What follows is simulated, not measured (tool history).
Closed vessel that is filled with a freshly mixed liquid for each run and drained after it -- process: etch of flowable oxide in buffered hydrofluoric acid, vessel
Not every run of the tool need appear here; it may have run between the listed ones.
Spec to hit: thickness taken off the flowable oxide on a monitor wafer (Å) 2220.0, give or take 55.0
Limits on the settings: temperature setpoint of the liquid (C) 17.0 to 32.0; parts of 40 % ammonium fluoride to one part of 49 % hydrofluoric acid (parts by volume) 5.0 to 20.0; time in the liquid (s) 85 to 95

| run | day | temperature setpoint of the liquid (C) | parts of 40 % ammonium fluoride to one part of 49 % hydrofluoric acid (parts by volume) | time in the liquid (s) | thickness taken off the flowable oxide on a monitor wafer (Å) |
|---|---|---|---|---|---|
| 1 | 0.000 | 25.0 | 12.0 | 85 | 1699.0 |
| 2 | 0.083 | 22.5 | 12.0 | 85 | 1483.4 |
| 3 | 0.438 | 23.5 | 12.0 | 85 | 1558.6 |
| 4 | 0.621 | 23.5 | 15.5 | 85 | 1228.4 |
| 5 | 0.912 | 23.5 | 17.0 | 85 | 1094.9 |
| 6 | 1.025 | 24.5 | 16.5 | 85 | 1204.5 |
| 7 | 1.262 | 24.5 | 16.5 | 85 | 1217.4 |
|  | 1.383 | thermometer replaced |
| 8 | 1.383 | 25.5 | 16.0 | 85 | 1441.7 |
| 9 | 1.750 | 26.0 | 16.0 | 85 | 1479.6 |
| 10 | 1.962 | 26.5 | 16.0 | 85 | 1528.5 |
| 11 | 2.333 | 27.0 | 16.0 | 85 | 1579.0 |
| 12 | 2.662 | 27.5 | 16.0 | 85 | 1606.7 |

Exactly one of the 4 candidate moves below puts every result within its allowed miss. Which one?
| A | 2.992 | 31.5 | 15.0 | 85 | ? |
| B | 2.992 | 30.5 | 14.0 | 95 | ? |
| C | 2.992 | 27.5 | 13.0 | 95 | ? |
| D | 2.992 | 31.5 | 14.0 | 90 | ? |

| move | thickness taken off the flowable oxide on a monitor wafer (Å) |
|---|---|
| A | 2106.0 |
| B | 2390.1 |
| C | 2193.0 |
| D | 2385.7 |
A: gains on the last run, yet a result remains outside its allowed miss
B: moves the result that the last run missed by most past its target, out the other side
C: all results land within tolerance of their targets
D: moves the result that the last run missed by most past its target, out the other side
Correct choice: C, which meets every target
